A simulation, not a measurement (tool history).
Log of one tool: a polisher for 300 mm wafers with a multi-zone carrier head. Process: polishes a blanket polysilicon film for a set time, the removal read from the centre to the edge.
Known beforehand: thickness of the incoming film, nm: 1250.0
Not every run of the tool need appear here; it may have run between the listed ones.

run,hour,flow of slurry (ml/min),pressure of the head's centre zone,pressure of the head's middle zone,pressure of the head's edge zone,polishing time (s),film removed at the wafer's centre (nm),film removed at mid-radius (nm),film removed at the wafer's edge (nm)
1,0.0,305,1.00,1.00,1.00,40,345.42,345.62,348.66
2,5.3,305,1.00,1.00,1.00,45,383.23,391.68,399.36
3,12.9,310,1.01,1.00,0.97,42,363.15,371.96,360.14
4,17.7,365,1.01,1.00,0.97,42,375.53,370.58,361.55
5,23.3,365,1.01,0.93,0.97,42,367.15,353.84,361.00
6,26.5,365,1.01,0.93,0.90,42,387.51,353.93,355.33
7,28.7,370,1.01,0.94,0.89,39,350.46,327.56,328.63
8,37.0,375,1.03,0.95,0.88,37,334.22,309.25,307.15
9,44.7,380,1.04,0.96,0.86,36,334.05,309.52,296.13
10,48.6,380,1.05,0.96,0.85,35,322.58,301.74,296.14
11,55.3,400,1.07,0.97,0.84,34,315.38,296.40,282.92

The next listed run, before its measurement:
12,64.2,405,1.09,0.97,0.83,33,?,?,?

film removed at the wafer's centre (nm): 322.94
film removed at mid-radius (nm): 283.92
film removed at the wafer's edge (nm): 266.49
